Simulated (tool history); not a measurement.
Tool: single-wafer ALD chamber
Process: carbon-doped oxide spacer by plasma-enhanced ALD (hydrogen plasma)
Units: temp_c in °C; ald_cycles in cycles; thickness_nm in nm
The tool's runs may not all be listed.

run,day,temp_c,ald_cycles,thickness_nm
1,0,410,654,33.528
2,0.221,406,654,33.739
3,0.333,399,654,34.216
4,0.596,399,603,31.36
5,0.779,408,603,31.256
6,1.029,401,603,31.425
7,1.267,399,708,37.024
8,1.354,399,716,37.515
9,1.462,399,723,37.504

The next listed run, before its measurement:
# day 1.692: thermocouple changed; heater temperature recalibrated
10,1.692,399,730,?

{"run 10": {"thickness_nm": 37.995}}
